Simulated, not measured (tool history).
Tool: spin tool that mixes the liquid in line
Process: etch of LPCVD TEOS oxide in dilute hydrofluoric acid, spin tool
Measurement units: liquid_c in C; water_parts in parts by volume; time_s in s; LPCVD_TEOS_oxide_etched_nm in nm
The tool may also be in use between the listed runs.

run 1 hour=0.0 | liquid_c=23.0 water_parts=185 time_s=25 | LPCVD_TEOS_oxide_etched_nm=2.1672
run 2 hour=1.7 | liquid_c=23.0 water_parts=145 time_s=25 | LPCVD_TEOS_oxide_etched_nm=2.9041
run 3 hour=3.9 | liquid_c=22.0 water_parts=165 time_s=25 | LPCVD_TEOS_oxide_etched_nm=2.3979
run 4 hour=7.9 | liquid_c=18.5 water_parts=165 time_s=25 | LPCVD_TEOS_oxide_etched_nm=2.0939
run 5 hour=10.2 | liquid_c=18.5 water_parts=125 time_s=25 | LPCVD_TEOS_oxide_etched_nm=2.9054
run 6 hour=16.2 | liquid_c=18.5 water_parts=70 time_s=25 | LPCVD_TEOS_oxide_etched_nm=5.4408
run 7 hour=24.5 | liquid_c=18.5 water_parts=70 time_s=25 | LPCVD_TEOS_oxide_etched_nm=5.4483
run 8 hour=30.4 | liquid_c=18.5 water_parts=70 time_s=25 | LPCVD_TEOS_oxide_etched_nm=5.4381
run 9 hour=33.9 | liquid_c=18.0 water_parts=100 time_s=25 | LPCVD_TEOS_oxide_etched_nm=3.6210
run 10 hour=39.0 | liquid_c=18.0 water_parts=125 time_s=25 | LPCVD_TEOS_oxide_etched_nm=2.8290

Expected results for the next run?
run 11 hour=46.7 | liquid_c=18.0 water_parts=140 time_s=25 | LPCVD_TEOS_oxide_etched_nm=?

{"run 11": {"LPCVD_TEOS_oxide_etched_nm": 2.4587}}
